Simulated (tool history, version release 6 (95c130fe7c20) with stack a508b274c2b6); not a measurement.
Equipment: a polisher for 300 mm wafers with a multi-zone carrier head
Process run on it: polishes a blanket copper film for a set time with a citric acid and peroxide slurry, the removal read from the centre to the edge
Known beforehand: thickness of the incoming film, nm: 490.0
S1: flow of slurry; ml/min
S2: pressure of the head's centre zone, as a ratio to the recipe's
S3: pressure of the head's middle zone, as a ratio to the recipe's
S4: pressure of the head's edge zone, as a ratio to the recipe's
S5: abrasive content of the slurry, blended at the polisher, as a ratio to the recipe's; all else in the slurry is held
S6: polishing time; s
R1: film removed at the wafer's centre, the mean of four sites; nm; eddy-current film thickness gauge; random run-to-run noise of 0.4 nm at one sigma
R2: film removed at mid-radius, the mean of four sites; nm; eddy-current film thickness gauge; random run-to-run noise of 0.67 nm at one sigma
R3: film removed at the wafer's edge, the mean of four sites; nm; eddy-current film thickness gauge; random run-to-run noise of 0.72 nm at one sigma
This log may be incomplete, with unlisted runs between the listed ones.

run    day   S1    S2    S3    S4   S5  S6      R1      R2      R3
  1  0.000  280  1.00  1.00  1.00  1.0  50  74.473  71.871  72.465
  2  0.050  280  1.00  1.00  1.05  1.0  50  72.127  71.960  74.786
  3  0.329  275  0.97  1.00  1.04  0.9  49  69.249  70.639  70.267
  4  0.571  320  0.97  1.00  1.04  0.9  49  70.259  70.267  72.963
  5  0.908  320  0.97  1.00  1.04  0.7  49  66.244  68.579  69.866
  6  1.250  320  0.97  1.00  1.04  0.7  37  50.949  50.923  51.685
  7  1.521  320  0.97  1.00  1.04  0.7  37  50.948  52.496  52.778
  8  1.771  320  0.95  1.01  1.06  0.7  37  49.910  51.909  52.385
  9  1.975  320  0.95  1.01  1.06  0.7  37  49.605  52.179  52.680

Forecast run 10:
 10  2.233  320  0.95  1.01  1.06  0.7  37   ?   ?   ?

{"run 10": {"R1": 49.346, "R2": 53.104, "R3": 52.672}}
